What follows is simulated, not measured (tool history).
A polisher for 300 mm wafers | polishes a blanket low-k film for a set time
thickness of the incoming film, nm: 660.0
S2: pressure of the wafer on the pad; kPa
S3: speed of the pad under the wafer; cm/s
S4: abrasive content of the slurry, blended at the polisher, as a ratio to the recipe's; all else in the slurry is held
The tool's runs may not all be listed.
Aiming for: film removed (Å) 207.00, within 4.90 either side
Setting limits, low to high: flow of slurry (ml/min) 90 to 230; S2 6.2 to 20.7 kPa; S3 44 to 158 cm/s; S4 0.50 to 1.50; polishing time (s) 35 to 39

run 1 hour=0.0 | flow_of_slurry_(ml/min)=150 S2=13.1 S3=100 S4=1.00 polishing_time_(s)=39 | film_removed_(Å)=137.23
run 2 hour=5.8 | flow_of_slurry_(ml/min)=150 S2=13.1 S3=100 S4=1.00 polishing_time_(s)=35 | film_removed_(Å)=121.96
run 3 hour=7.8 | flow_of_slurry_(ml/min)=150 S2=11.7 S3=100 S4=1.00 polishing_time_(s)=35 | film_removed_(Å)=110.27
run 4 hour=13.5 | flow_of_slurry_(ml/min)=155 S2=13.1 S3=100 S4=1.00 polishing_time_(s)=35 | film_removed_(Å)=123.48
run 5 hour=15.1 | flow_of_slurry_(ml/min)=155 S2=13.8 S3=100 S4=1.00 polishing_time_(s)=35 | film_removed_(Å)=129.96
run 6 hour=16.2 | flow_of_slurry_(ml/min)=155 S2=14.5 S3=100 S4=1.00 polishing_time_(s)=35 | film_removed_(Å)=134.87
run 7 hour=23.4 | flow_of_slurry_(ml/min)=155 S2=15.2 S3=100 S4=1.00 polishing_time_(s)=35 | film_removed_(Å)=144.18
run 8 hour=30.1 | flow_of_slurry_(ml/min)=155 S2=15.9 S3=100 S4=1.00 polishing_time_(s)=35 | film_removed_(Å)=148.91
run 9 hour=33.2 | flow_of_slurry_(ml/min)=195 S2=20.0 S3=100 S4=1.00 polishing_time_(s)=35 | film_removed_(Å)=193.77

Exercise: of the 4 proposed moves below, exactly one satisfies all targets within the stated allowed misses. Which move is it?
run A hour=36.3 | flow_of_slurry_(ml/min)=205 S2=19.3 S3=94 S4=1.00 polishing_time_(s)=35 | film_removed_(Å)=?
run B hour=36.3 | flow_of_slurry_(ml/min)=175 S2=18.6 S3=110 S4=1.00 polishing_time_(s)=38 | film_removed_(Å)=?
run C hour=36.3 | flow_of_slurry_(ml/min)=200 S2=20.0 S3=88 S4=1.15 polishing_time_(s)=35 | film_removed_(Å)=?
run D hour=36.3 | flow_of_slurry_(ml/min)=230 S2=20.7 S3=86 S4=0.95 polishing_time_(s)=36 | film_removed_(Å)=?

move=A film_removed_(Å)=178.74
move=B film_removed_(Å)=207.43
move=C film_removed_(Å)=185.45
move=D film_removed_(Å)=181.78
A: moves away from the targets compared with the last run
B: in spec on every target
C: moves away from the targets compared with the last run
D: moves away from the targets compared with the last run
So the answer is move B, the one that meets all the targets.
